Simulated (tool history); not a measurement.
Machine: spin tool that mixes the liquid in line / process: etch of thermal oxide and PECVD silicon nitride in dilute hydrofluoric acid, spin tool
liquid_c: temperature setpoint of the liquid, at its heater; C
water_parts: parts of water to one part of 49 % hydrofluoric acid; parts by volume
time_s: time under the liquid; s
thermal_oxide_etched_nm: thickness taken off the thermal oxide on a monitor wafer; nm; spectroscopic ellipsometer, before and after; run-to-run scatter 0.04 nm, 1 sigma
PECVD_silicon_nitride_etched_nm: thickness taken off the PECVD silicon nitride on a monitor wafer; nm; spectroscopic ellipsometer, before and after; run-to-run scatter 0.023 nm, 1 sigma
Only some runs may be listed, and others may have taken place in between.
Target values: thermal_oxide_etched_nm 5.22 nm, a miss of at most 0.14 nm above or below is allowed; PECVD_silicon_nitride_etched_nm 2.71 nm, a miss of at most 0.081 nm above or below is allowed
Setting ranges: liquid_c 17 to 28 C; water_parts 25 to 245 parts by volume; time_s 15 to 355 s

| run | hour | liquid_c | water_parts | time_s | thermal_oxide_etched_nm | PECVD_silicon_nitride_etched_nm |
|---|---|---|---|---|---|---|
| 1 | 0 | 20 | 135 | 180 | 4.556 | 2.7135 |
| 2 | 3.8 | 20 | 100 | 180 | 6.469 | 3.6459 |
| 3 | 12.7 | 20 | 100 | 130 | 4.5818 | 2.6621 |
| 4 | 16.3 | 20 | 100 | 70 | 2.5018 | 1.4104 |
| 5 | 20.2 | 20 | 80 | 70 | 3.1728 | 1.785 |
| 6 | 26.7 | 20 | 80 | 145 | 6.646 | 3.7175 |
| 7 | 28.1 | 19 | 80 | 145 | 6.4638 | 3.4272 |
| 8 | 36.8 | 18.5 | 85 | 145 | 5.7625 | 3.1371 |
| 9 | 40.7 | 18 | 85 | 145 | 5.6952 | 2.9981 |

Which of these 5 next moves meets every target?
| A | 44.6 | 19 | 90 | 140 | ? | ? |
| B | 44.6 | 24 | 165 | 210 | ? | ? |
| C | 44.6 | 19.5 | 50 | 70 | ? | ? |
| D | 44.6 | 20.5 | 95 | 135 | ? | ? |
| E | 44.6 | 17 | 75 | 125 | ? | ? |

| move | thermal_oxide_etched_nm | PECVD_silicon_nitride_etched_nm |
|---|---|---|
| A | 5.38 | 2.9471 |
| B | 4.9406 | 3.4039 |
| C | 5.1775 | 2.7034 |
| D | 5.2002 | 2.9872 |
| E | 5.3847 | 2.7328 |
A: closer than the last run, but not yet in spec
B: further off than the last run
C: in spec on every target
D: neither nearer nor further off than the last run
E: brings the last run's worst result on target, with another outside its allowed miss
Go with C: it meets all targets.
